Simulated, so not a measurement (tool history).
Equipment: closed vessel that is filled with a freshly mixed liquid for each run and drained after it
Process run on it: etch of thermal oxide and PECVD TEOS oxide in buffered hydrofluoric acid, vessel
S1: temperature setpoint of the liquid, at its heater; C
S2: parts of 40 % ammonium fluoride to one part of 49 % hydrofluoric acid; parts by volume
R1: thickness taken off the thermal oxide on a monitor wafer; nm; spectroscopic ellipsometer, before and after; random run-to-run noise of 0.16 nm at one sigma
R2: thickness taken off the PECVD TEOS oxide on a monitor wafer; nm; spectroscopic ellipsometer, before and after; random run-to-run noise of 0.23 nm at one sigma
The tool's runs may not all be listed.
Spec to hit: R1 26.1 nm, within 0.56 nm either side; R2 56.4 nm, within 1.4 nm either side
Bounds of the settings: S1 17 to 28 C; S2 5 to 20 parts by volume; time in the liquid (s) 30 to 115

{"run": 1, "hour": 0.0, "S1": 20, "S2": 12, "time in the liquid (s)": 60, "R1": 43.33, "R2": 93.47}
{"run": 2, "hour": 4.1, "S1": 20, "S2": 12, "time in the liquid (s)": 70, "R1": 50.796, "R2": 109.78}
{"run": 3, "hour": 12.9, "S1": 20, "S2": 12, "time in the liquid (s)": 60, "R1": 42.944, "R2": 93.71}
{"run": 4, "hour": 20.9, "S1": 19.5, "S2": 12.5, "time in the liquid (s)": 60, "R1": 40.157, "R2": 87.549}
{"run": 5, "hour": 25.0, "S1": 19.5, "S2": 15.5, "time in the liquid (s)": 60, "R1": 32.735, "R2": 70.935}
{"run": 6, "hour": 29.0, "S1": 19, "S2": 15.5, "time in the liquid (s)": 60, "R1": 31.694, "R2": 69.218}
{"run": 7, "hour": 35.5, "S1": 18.5, "S2": 15.5, "time in the liquid (s)": 60, "R1": 30.562, "R2": 67.464}
{"run": 8, "hour": 39.3, "S1": 18.5, "S2": 16, "time in the liquid (s)": 60, "R1": 30.085, "R2": 64.544}
{"run": 9, "hour": 42.1, "S1": 17.5, "S2": 16.5, "time in the liquid (s)": 60, "R1": 27.482, "R2": 59.51}

Pick the move, out of 4, that brings all results within their allowed miss; only one does.
{"run": "A", "hour": 44.9, "S1": 18.5, "S2": 16, "time in the liquid (s)": 55, "R1": "?", "R2": "?"}
{"run": "B", "hour": 44.9, "S1": 17, "S2": 15.5, "time in the liquid (s)": 55, "R1": "?", "R2": "?"}
{"run": "C", "hour": 44.9, "S1": 17, "S2": 17.5, "time in the liquid (s)": 65, "R1": "?", "R2": "?"}
{"run": "D", "hour": 44.9, "S1": 20.5, "S2": 16, "time in the liquid (s)": 50, "R1": "?", "R2": "?"}

move=A R1=27.458 R2=59.601
move=B R1=26.012 R2=56.462
move=C R1=27.273 R2=59.2
move=D R1=27.935 R2=60.637
A: just as far off the targets as the last run
B: in spec on every target
C: nearer than the last run, and not there yet
D: its largest miss is bigger than the last run's
Move B is the one to make.

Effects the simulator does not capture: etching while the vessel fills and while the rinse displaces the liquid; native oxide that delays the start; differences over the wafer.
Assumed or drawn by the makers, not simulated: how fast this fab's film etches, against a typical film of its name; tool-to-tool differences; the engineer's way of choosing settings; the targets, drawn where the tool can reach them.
